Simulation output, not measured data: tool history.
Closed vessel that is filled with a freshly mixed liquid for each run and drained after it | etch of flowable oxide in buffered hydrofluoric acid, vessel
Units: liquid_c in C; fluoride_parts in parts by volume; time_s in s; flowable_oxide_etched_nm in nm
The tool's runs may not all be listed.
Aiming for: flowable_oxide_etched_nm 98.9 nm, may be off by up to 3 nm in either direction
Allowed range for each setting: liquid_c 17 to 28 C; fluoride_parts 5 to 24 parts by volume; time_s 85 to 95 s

run 1 hour=0 | liquid_c=20 fluoride_parts=14.5 time_s=85 | flowable_oxide_etched_nm=139.61
run 2 hour=8.7 | liquid_c=19 fluoride_parts=15 time_s=85 | flowable_oxide_etched_nm=129.41
run 3 hour=13.6 | liquid_c=18.5 fluoride_parts=15.5 time_s=85 | flowable_oxide_etched_nm=121.99
run 4 hour=14.3 | liquid_c=17 fluoride_parts=15.5 time_s=85 | flowable_oxide_etched_nm=110.75
run 5 hour=17.3 | liquid_c=17 fluoride_parts=16 time_s=85 | flowable_oxide_etched_nm=108.23
run 6 hour=25.2 | liquid_c=17 fluoride_parts=12.5 time_s=85 | flowable_oxide_etched_nm=136.11
run 7 hour=29.2 | liquid_c=17 fluoride_parts=14 time_s=85 | flowable_oxide_etched_nm=121.36
run 8 hour=33.6 | liquid_c=17 fluoride_parts=15 time_s=85 | flowable_oxide_etched_nm=116.77
run 9 hour=40.7 | liquid_c=17 fluoride_parts=15.5 time_s=85 | flowable_oxide_etched_nm=112.42

Which of these 4 next moves meets every target?
run A hour=47.8 | liquid_c=17 fluoride_parts=14 time_s=85 | flowable_oxide_etched_nm=?
run B hour=47.8 | liquid_c=18.5 fluoride_parts=15 time_s=85 | flowable_oxide_etched_nm=?
run C hour=47.8 | liquid_c=17 fluoride_parts=14.5 time_s=85 | flowable_oxide_etched_nm=?
run D hour=47.8 | liquid_c=17 fluoride_parts=17.5 time_s=85 | flowable_oxide_etched_nm=?

move=A flowable_oxide_etched_nm=121.2
move=B flowable_oxide_etched_nm=123.34
move=C flowable_oxide_etched_nm=117.09
move=D flowable_oxide_etched_nm=97.277
A: misses by more than the last run did
B: misses by more than the last run did
C: misses by more than the last run did
D: each result inside its tolerance
The right move is D.
